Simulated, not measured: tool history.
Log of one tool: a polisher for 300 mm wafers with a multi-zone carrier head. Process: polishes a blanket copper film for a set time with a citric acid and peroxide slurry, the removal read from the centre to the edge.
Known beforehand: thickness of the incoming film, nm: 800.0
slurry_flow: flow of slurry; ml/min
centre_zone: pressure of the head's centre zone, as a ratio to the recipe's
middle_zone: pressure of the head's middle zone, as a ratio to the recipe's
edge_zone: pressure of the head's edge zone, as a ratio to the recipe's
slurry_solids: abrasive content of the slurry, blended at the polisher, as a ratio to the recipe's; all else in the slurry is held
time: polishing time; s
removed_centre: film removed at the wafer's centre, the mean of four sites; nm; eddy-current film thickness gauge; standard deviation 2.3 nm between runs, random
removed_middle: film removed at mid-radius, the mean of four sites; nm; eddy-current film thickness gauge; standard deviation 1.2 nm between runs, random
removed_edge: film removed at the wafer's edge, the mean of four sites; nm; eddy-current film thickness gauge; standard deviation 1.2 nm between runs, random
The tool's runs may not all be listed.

Run 1, hour 0.0: slurry_flow 255 ml/min, centre_zone 1.00, middle_zone 1.00, edge_zone 1.00, slurry_solids 1.00, time 66 s. Result: removed_centre 105.19 nm, removed_middle 101.700 nm, removed_edge 100.69 nm.
Run 2, hour 7.3: slurry_flow 255 ml/min, centre_zone 1.00, middle_zone 1.00, edge_zone 1.00, slurry_solids 0.90, time 66 s. Result: removed_centre 102.41 nm, removed_middle 99.926 nm, removed_edge 101.00 nm.
Run 3, hour 12.2: slurry_flow 255 ml/min, centre_zone 1.00, middle_zone 1.04, edge_zone 1.00, slurry_solids 0.90, time 66 s. Result: removed_centre 105.12 nm, removed_middle 101.810 nm, removed_edge 101.98 nm.
Run 4, hour 17.9: slurry_flow 255 ml/min, centre_zone 1.00, middle_zone 1.12, edge_zone 1.00, slurry_solids 0.90, time 66 s. Result: removed_centre 102.49 nm, removed_middle 105.960 nm, removed_edge 98.38 nm.
Run 5, hour 20.0: slurry_flow 255 ml/min, centre_zone 1.00, middle_zone 1.12, edge_zone 1.06, slurry_solids 0.90, time 66 s. Result: removed_centre 102.52 nm, removed_middle 104.970 nm, removed_edge 104.85 nm.
At hour 21.2: worn pad replaced by a new one.
Run 6, hour 21.2: slurry_flow 260 ml/min, centre_zone 1.02, middle_zone 1.11, edge_zone 1.06, slurry_solids 0.95, time 67 s. Result: removed_centre 120.39 nm, removed_middle 120.160 nm, removed_edge 119.19 nm.

Predict the results of run 7:
Run 7, hour 28.9: slurry_flow 270 ml/min, centre_zone 1.03, middle_zone 1.08, edge_zone 1.04, slurry_solids 0.95, time 67 s. Result: removed_centre ?, removed_middle ?, removed_edge ?.

removed_centre: 122.59 nm
removed_middle: 122.470 nm
removed_edge: 120.34 nm
